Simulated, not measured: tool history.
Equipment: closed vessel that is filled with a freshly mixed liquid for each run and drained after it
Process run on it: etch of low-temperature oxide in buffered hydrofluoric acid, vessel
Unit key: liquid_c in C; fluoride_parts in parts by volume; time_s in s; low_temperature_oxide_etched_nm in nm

run	hour	liquid_c	fluoride_parts	time_s	low_temperature_oxide_etched_nm
1	0.0	24.0	8.5	35	232.60
2	8.7	24.0	6.0	35	325.12
3	10.0	24.5	6.0	35	337.77
4	14.1	24.5	6.0	35	332.84
5	17.4	22.5	6.0	35	299.09
6	19.3	23.0	6.0	35	309.25
7	26.7	23.5	6.0	35	318.09
8	27.6	23.5	6.0	35	315.01

What will run 9 give?
9	32.0	24.0	6.0	35	?

low_temperature_oxide_etched_nm: 322.14 nm
